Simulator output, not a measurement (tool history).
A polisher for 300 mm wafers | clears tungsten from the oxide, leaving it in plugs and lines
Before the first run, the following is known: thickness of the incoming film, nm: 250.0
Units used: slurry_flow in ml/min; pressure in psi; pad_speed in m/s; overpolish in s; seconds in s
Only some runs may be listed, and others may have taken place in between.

run	hour	slurry_flow	pressure	pad_speed	slurry_solids	overpolish	seconds
1	0.0	255	4.5	0.90	1.00	4	44.412
2	2.1	190	4.5	0.90	1.00	4	47.425
3	10.7	190	5.1	0.90	1.00	4	42.007
4	19.2	190	5.1	0.90	0.85	4	43.050
5	25.0	200	5.2	0.90	0.85	4	42.394
6	28.0	205	5.3	0.90	0.85	4	40.482
7	30.6	210	5.3	0.90	0.85	4	39.845
8	33.3	210	5.3	0.90	0.85	4	40.260
9	36.5	215	5.3	0.90	0.85	4	40.599
10	43.9	220	5.3	0.90	0.85	4	40.470
# hour 50.3: head pressure recalibrated
11	50.3	225	5.3	0.90	0.85	4	44.014
12	57.5	220	5.4	0.90	0.85	4	43.847
13	62.2	215	5.5	0.92	0.85	4	41.490
14	66.3	215	5.6	0.94	0.85	4	40.603

Run 15 is up next; what results do you expect?
15	67.4	215	5.7	0.94	0.85	4	?

Run 15 measured seconds 39.902 s.

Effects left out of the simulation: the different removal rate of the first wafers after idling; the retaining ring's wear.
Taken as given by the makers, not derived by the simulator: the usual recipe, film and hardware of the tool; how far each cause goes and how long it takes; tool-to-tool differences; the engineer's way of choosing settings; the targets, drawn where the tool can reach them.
